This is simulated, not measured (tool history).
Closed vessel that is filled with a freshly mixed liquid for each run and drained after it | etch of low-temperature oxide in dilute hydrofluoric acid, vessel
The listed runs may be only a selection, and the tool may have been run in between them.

run	hour	temperature setpoint of the liquid (K)	parts of water to one part of 49 % hydrofluoric acid (parts by volume)	time in the liquid (s)	thickness taken off the low-temperature oxide on a monitor wafer (angstrom)
1	0	297.15	105	100	161.16
2	7.8	298.15	100	100	178.39
3	13.2	298.15	100	110	194.16
4	14.8	299.15	95	110	214.73
5	19.6	299.65	90	110	231.78
6	27.3	299.65	115	110	176.71
7	36.2	300.15	110	110	189.21
8	42.5	300.65	105	110	203.93
9	49.6	301.15	100	110	219.6

Estimate the outcome of run 10 from the log above:
10	51.6	301.65	95	110	?

{"run 10": {"thickness taken off the low-temperature oxide on a monitor wafer (angstrom)": 237.23}}
